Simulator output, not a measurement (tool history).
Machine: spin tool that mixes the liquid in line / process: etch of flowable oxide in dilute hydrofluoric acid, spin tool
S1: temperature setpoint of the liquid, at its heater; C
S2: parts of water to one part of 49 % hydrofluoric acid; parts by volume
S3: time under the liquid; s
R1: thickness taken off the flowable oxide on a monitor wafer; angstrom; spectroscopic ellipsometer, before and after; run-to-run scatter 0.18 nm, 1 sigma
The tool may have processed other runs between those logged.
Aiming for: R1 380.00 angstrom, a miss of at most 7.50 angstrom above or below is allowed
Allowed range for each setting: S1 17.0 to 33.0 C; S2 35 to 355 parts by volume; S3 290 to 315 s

{"run": 1, "hour": 0.0, "S1": 25.0, "S2": 195, "S3": 290, "R1": 568.31}
{"run": 2, "hour": 3.0, "S1": 25.0, "S2": 155, "S3": 290, "R1": 757.4}
{"run": 3, "hour": 7.8, "S1": 23.0, "S2": 170, "S3": 290, "R1": 633.64}
{"run": 4, "hour": 11.2, "S1": 23.0, "S2": 170, "S3": 290, "R1": 631.86}
{"run": 5, "hour": 15.6, "S1": 23.0, "S2": 170, "S3": 290, "R1": 626.4}
{"run": 6, "hour": 22.3, "S1": 21.5, "S2": 180, "S3": 290, "R1": 554.98}
{"run": 7, "hour": 27.3, "S1": 20.5, "S2": 190, "S3": 290, "R1": 500.64}
{"run": 8, "hour": 30.2, "S1": 19.5, "S2": 195, "S3": 290, "R1": 469.08}
{"run": 9, "hour": 37.8, "S1": 17.0, "S2": 220, "S3": 290, "R1": 367.24}

Exactly one of the 4 candidate moves below puts every result within its allowed miss. Which one?
{"run": "A", "hour": 45.4, "S1": 17.0, "S2": 220, "S3": 300, "R1": "?"}
{"run": "B", "hour": 45.4, "S1": 17.5, "S2": 225, "S3": 315, "R1": "?"}
{"run": "C", "hour": 45.4, "S1": 18.5, "S2": 245, "S3": 305, "R1": "?"}
{"run": "D", "hour": 45.4, "S1": 17.0, "S2": 240, "S3": 315, "R1": "?"}

move=A R1=380.43
move=B R1=396.54
move=C R1=359.95
move=D R1=359.72
A: hits every target within its allowed miss
B: pushes the last run's worst result past its target
C: the biggest miss grows against the last run
D: the biggest miss grows against the last run
So the answer is move A, the one that meets all the targets.

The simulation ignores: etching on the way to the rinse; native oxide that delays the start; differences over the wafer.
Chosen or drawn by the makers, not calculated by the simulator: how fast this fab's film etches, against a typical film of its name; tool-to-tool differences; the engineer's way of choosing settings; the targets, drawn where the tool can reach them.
